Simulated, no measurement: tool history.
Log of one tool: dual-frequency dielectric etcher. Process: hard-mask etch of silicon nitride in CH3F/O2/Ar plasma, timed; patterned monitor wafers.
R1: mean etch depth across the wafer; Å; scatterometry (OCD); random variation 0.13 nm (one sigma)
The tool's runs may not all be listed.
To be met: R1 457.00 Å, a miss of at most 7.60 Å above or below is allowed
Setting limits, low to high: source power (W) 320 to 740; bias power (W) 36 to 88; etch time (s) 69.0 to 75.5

run 1 hour=0.0 | source_power_(W)=530 bias_power_(W)=62 etch_time_(s)=75.5 | R1=536.56
run 2 hour=3.7 | source_power_(W)=530 bias_power_(W)=73 etch_time_(s)=75.5 | R1=577.50
run 3 hour=10.8 | source_power_(W)=570 bias_power_(W)=73 etch_time_(s)=75.5 | R1=595.98
run 4 hour=14.5 | source_power_(W)=620 bias_power_(W)=73 etch_time_(s)=75.5 | R1=620.28
run 5 hour=16.6 | source_power_(W)=660 bias_power_(W)=73 etch_time_(s)=75.5 | R1=637.77
run 6 hour=22.2 | source_power_(W)=580 bias_power_(W)=73 etch_time_(s)=75.5 | R1=599.42
run 7 hour=23.5 | source_power_(W)=550 bias_power_(W)=71 etch_time_(s)=75.5 | R1=581.73
run 8 hour=28.6 | source_power_(W)=520 bias_power_(W)=69 etch_time_(s)=75.5 | R1=558.43
run 9 hour=31.8 | source_power_(W)=500 bias_power_(W)=68 etch_time_(s)=75.5 | R1=545.73
run 10 hour=32.6 | source_power_(W)=480 bias_power_(W)=67 etch_time_(s)=75.5 | R1=530.62
run 11 hour=41.2 | source_power_(W)=480 bias_power_(W)=67 etch_time_(s)=75.5 | R1=532.83
run 12 hour=47.5 | source_power_(W)=460 bias_power_(W)=66 etch_time_(s)=75.5 | R1=518.93
run 13 hour=49.8 | source_power_(W)=440 bias_power_(W)=66 etch_time_(s)=75.5 | R1=507.41
run 14 hour=55.2 | source_power_(W)=430 bias_power_(W)=66 etch_time_(s)=75.5 | R1=503.39
run 15 hour=56.1 | source_power_(W)=420 bias_power_(W)=66 etch_time_(s)=75.5 | R1=497.46
run 16 hour=58.0 | source_power_(W)=410 bias_power_(W)=66 etch_time_(s)=75.5 | R1=492.55
run 17 hour=65.4 | source_power_(W)=400 bias_power_(W)=66 etch_time_(s)=75.5 | R1=484.56
run 18 hour=69.2 | source_power_(W)=390 bias_power_(W)=66 etch_time_(s)=75.5 | R1=481.82
run 19 hour=70.9 | source_power_(W)=380 bias_power_(W)=66 etch_time_(s)=75.5 | R1=474.49

4 candidate next runs follow, results not yet known. Just one meets every target within its allowed miss. Identify it.
run A hour=72.6 | source_power_(W)=390 bias_power_(W)=68 etch_time_(s)=70.5 | R1=?
run B hour=72.6 | source_power_(W)=420 bias_power_(W)=69 etch_time_(s)=74.5 | R1=?
run C hour=72.6 | source_power_(W)=380 bias_power_(W)=69 etch_time_(s)=74.5 | R1=?
run D hour=72.6 | source_power_(W)=440 bias_power_(W)=69 etch_time_(s)=72.5 | R1=?

move=A R1=454.81
move=B R1=500.69
move=C R1=477.98
move=D R1=497.73
A: all results land within tolerance of their targets
B: moves away from the targets compared with the last run
C: moves away from the targets compared with the last run
D: moves away from the targets compared with the last run
Move A is the one to make.
